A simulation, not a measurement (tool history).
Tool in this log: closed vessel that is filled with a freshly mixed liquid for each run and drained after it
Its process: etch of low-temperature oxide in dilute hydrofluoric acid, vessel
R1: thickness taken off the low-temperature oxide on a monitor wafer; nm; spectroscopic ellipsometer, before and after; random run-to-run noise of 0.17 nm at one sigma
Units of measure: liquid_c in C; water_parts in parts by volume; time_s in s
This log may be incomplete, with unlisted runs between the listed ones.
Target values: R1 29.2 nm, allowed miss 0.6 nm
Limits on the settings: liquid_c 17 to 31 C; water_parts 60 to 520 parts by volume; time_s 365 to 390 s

{"run": 1, "hour": 0.0, "liquid_c": 23, "water_parts": 290, "time_s": 365, "R1": 20.216}
{"run": 2, "hour": 3.1, "liquid_c": 25.5, "water_parts": 285, "time_s": 365, "R1": 22.826}
{"run": 3, "hour": 8.6, "liquid_c": 28, "water_parts": 285, "time_s": 365, "R1": 24.887}
{"run": 4, "hour": 12.7, "liquid_c": 28, "water_parts": 285, "time_s": 390, "R1": 26.29}
{"run": 5, "hour": 20.5, "liquid_c": 28, "water_parts": 350, "time_s": 390, "R1": 20.149}
{"run": 6, "hour": 23.3, "liquid_c": 29, "water_parts": 330, "time_s": 390, "R1": 22.627}
{"run": 7, "hour": 28.7, "liquid_c": 31, "water_parts": 275, "time_s": 390, "R1": 30.986}
{"run": 8, "hour": 31.1, "liquid_c": 30.5, "water_parts": 275, "time_s": 390, "R1": 30.15}
{"run": 9, "hour": 32.9, "liquid_c": 30.5, "water_parts": 275, "time_s": 390, "R1": 30.274}

Exactly one of the 4 candidate moves below puts every result within its allowed miss. Which one?
{"run": "A", "hour": 34.7, "liquid_c": 30, "water_parts": 270, "time_s": 390, "R1": "?"}
{"run": "B", "hour": 34.7, "liquid_c": 31, "water_parts": 275, "time_s": 390, "R1": "?"}
{"run": "C", "hour": 34.7, "liquid_c": 27, "water_parts": 225, "time_s": 365, "R1": "?"}
{"run": "D", "hour": 34.7, "liquid_c": 30, "water_parts": 265, "time_s": 365, "R1": "?"}

move=A R1=30.452
move=B R1=30.745
move=C R1=32.343
move=D R1=29.197
A: moves away from the targets compared with the last run
B: moves away from the targets compared with the last run
C: moves away from the targets compared with the last run
D: every result within its allowed miss
Go with D: it meets all targets.
